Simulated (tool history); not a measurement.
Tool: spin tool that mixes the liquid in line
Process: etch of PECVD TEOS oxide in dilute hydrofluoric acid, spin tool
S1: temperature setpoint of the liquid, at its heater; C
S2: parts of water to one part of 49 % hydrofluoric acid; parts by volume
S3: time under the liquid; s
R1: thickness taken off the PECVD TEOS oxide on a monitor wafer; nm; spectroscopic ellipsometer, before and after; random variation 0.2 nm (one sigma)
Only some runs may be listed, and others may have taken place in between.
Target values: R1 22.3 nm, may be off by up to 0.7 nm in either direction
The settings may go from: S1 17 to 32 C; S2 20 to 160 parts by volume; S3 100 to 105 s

{"run": 1, "hour": 0.0, "S1": 24, "S2": 90, "S3": 100, "R1": 15.994}
{"run": 2, "hour": 7.1, "S1": 22.5, "S2": 90, "S3": 100, "R1": 15.165}
{"run": 3, "hour": 12.3, "S1": 22.5, "S2": 110, "S3": 100, "R1": 12.238}
{"run": 4, "hour": 17.5, "S1": 24, "S2": 105, "S3": 100, "R1": 13.556}
{"run": 5, "hour": 21.7, "S1": 24, "S2": 105, "S3": 105, "R1": 14.212}
{"run": 6, "hour": 25.2, "S1": 24, "S2": 75, "S3": 105, "R1": 20.815}
{"run": 7, "hour": 28.8, "S1": 24.5, "S2": 75, "S3": 105, "R1": 21.195}
{"run": 8, "hour": 30.5, "S1": 25, "S2": 75, "S3": 105, "R1": 21.515}

Which one of the following 5 next-run settings gets every result inside its allowed miss? There is exactly one.
{"run": "A", "hour": 32.2, "S1": 23.5, "S2": 75, "S3": 105, "R1": "?"}
{"run": "B", "hour": 32.2, "S1": 24, "S2": 70, "S3": 100, "R1": "?"}
{"run": "C", "hour": 32.2, "S1": 25.5, "S2": 75, "S3": 100, "R1": "?"}
{"run": "D", "hour": 32.2, "S1": 23.5, "S2": 65, "S3": 100, "R1": "?"}
{"run": "E", "hour": 32.2, "S1": 21, "S2": 65, "S3": 100, "R1": "?"}

move=A R1=19.967
move=B R1=20.924
move=C R1=20.608
move=D R1=22.222
move=E R1=20.044
A: moves away from the targets compared with the last run
B: moves away from the targets compared with the last run
C: moves away from the targets compared with the last run
D: every result within its allowed miss
E: moves away from the targets compared with the last run
Correct choice: D, which meets every target
